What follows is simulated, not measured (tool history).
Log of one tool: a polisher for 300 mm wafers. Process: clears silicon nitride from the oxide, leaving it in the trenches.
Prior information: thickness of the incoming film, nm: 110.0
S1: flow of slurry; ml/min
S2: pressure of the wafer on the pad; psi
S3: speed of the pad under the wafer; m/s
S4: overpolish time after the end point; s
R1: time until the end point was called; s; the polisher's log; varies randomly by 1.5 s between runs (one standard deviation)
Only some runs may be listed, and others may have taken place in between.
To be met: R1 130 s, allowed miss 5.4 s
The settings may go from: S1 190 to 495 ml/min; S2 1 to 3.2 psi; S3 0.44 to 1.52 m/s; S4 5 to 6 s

run,day,S1,S2,S3,S4,R1
1,0,320,2.1,0.98,6,152.68
2,0.121,320,2.1,0.8,6,182.17
3,0.162,320,2.2,0.8,6,177.49
4,0.196,320,2.2,0.8,6,175.2
5,0.554,320,2.2,0.8,5,174.27
6,0.588,320,2.2,0.6,5,238.81
7,0.675,320,2.4,0.62,5,212.92
8,0.883,320,2.4,0.62,5,215.35
9,1.075,320,2.6,0.66,5,195.96
10,1.096,320,2.7,0.7,5,173.97
11,1.146,320,2.7,0.7,5,177.83
12,1.217,325,3.2,0.8,5,135.56

Exactly one of the 4 candidate moves below puts every result within its allowed miss. Which one?
A,1.288,255,3.2,0.78,5,?
B,1.288,440,3.2,0.9,6,?
C,1.288,355,3.2,0.84,5,?
D,1.288,385,3,0.76,6,?

move,R1
A,142.94
B,118.53
C,128.71
D,147.33
A: misses by more than the last run did
B: takes the result that was furthest off past its target
C: in spec on every target
D: misses by more than the last run did
So the answer is move C, the one that meets all the targets.
